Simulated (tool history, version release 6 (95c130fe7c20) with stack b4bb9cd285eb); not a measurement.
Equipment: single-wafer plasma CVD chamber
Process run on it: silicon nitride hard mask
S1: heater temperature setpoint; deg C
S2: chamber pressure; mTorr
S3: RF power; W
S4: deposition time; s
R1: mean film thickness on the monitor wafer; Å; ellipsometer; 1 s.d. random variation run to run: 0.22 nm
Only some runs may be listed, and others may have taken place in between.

{"run": 1, "hour": 0.0, "S1": 385, "S2": 2030, "S3": 225, "S4": 30.4, "R1": 321.42}
{"run": 2, "hour": 7.1, "S1": 385, "S2": 2030, "S3": 225, "S4": 28.8, "R1": 302.11}
{"run": 3, "hour": 12.5, "S1": 385, "S2": 2030, "S3": 225, "S4": 28.8, "R1": 302.87}
{"run": 4, "hour": 20.4, "S1": 385, "S2": 2180, "S3": 235, "S4": 28.9, "R1": 316.03}
{"run": 5, "hour": 24.3, "S1": 385, "S2": 2180, "S3": 235, "S4": 28.8, "R1": 317.05}
{"run": 6, "hour": 32.2, "S1": 392, "S2": 2180, "S3": 235, "S4": 28.8, "R1": 316.28}

Run 7 is up next; what results do you expect?
{"run": 7, "hour": 40.7, "S1": 392, "S2": 2590, "S3": 265, "S4": 29.2, "R1": "?"}

{"run 7": {"R1": 360.32}}

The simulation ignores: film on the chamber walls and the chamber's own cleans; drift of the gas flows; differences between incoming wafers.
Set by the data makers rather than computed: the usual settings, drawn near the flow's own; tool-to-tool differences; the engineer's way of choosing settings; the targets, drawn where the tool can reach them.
